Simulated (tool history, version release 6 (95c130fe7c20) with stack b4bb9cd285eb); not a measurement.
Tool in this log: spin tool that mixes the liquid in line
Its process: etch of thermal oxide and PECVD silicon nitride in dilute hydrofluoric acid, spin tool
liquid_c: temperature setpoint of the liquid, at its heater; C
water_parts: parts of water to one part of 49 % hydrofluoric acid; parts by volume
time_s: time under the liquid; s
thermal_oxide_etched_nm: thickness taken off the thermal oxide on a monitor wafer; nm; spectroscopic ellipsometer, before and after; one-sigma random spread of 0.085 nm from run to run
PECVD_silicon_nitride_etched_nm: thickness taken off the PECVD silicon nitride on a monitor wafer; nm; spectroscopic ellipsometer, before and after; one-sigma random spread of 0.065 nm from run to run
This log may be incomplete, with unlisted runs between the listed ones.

run    day  liquid_c  water_parts  time_s  thermal_oxide_etched_nm  PECVD_silicon_nitride_etched_nm
  1  0.000      25.0           60     155                   14.284                           9.7969
  2  0.238      25.0           60     205                   18.809                          12.8200
  3  0.438      28.0           60     205                   21.041                          15.9460
  4  0.571      27.5           75     210                   16.869                          12.4510
  5  0.775      27.5           85     205                   14.145                          10.9110
  6  0.933      27.5           85     260                   17.969                          13.8580

Forecast run 7:
  7  1.312      24.0          110     240                        ?                                ?

thermal_oxide_etched_nm: 11.009 nm
PECVD_silicon_nitride_etched_nm: 7.8270 nm

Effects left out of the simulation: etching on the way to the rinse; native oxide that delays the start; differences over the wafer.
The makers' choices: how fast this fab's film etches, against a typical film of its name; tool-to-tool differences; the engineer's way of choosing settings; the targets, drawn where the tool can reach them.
